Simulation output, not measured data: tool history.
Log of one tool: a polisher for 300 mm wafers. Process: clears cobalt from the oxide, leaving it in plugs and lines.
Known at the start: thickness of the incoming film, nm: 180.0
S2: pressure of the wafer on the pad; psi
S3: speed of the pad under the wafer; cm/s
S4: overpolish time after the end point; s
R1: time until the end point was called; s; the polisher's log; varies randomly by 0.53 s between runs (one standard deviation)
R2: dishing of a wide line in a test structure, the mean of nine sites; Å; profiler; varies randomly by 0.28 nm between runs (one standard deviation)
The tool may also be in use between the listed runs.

run 1 hour=0 | flow_of_slurry_(ml/min)=200 S2=1.5 S3=126 S4=18 | R1=39.078 R2=233.98
run 2 hour=8.7 | flow_of_slurry_(ml/min)=200 S2=1.5 S3=112 S4=18 | R1=43.442 R2=236.1
run 3 hour=9.4 | flow_of_slurry_(ml/min)=200 S2=1.9 S3=112 S4=18 | R1=34.031 R2=239.88
run 4 hour=12.8 | flow_of_slurry_(ml/min)=200 S2=1.8 S3=112 S4=19 | R1=36.38 R2=238.57
run 5 hour=15.8 | flow_of_slurry_(ml/min)=200 S2=1.7 S3=112 S4=20 | R1=38.408 R2=239.03
run 6 hour=19.7 | flow_of_slurry_(ml/min)=235 S2=1.7 S3=112 S4=20 | R1=37.28 R2=243.79
run 7 hour=27.6 | flow_of_slurry_(ml/min)=230 S2=1.6 S3=112 S4=21 | R1=40.125 R2=241.23
run 8 hour=30.7 | flow_of_slurry_(ml/min)=205 S2=1.2 S3=110 S4=30 | R1=53.337 R2=245.09

Estimate the outcome of run 9 from the log above:
run 9 hour=36.5 | flow_of_slurry_(ml/min)=200 S2=1.2 S3=110 S4=30 | R1=? R2=?

R1: 55.42 s
R2: 247.88 Å
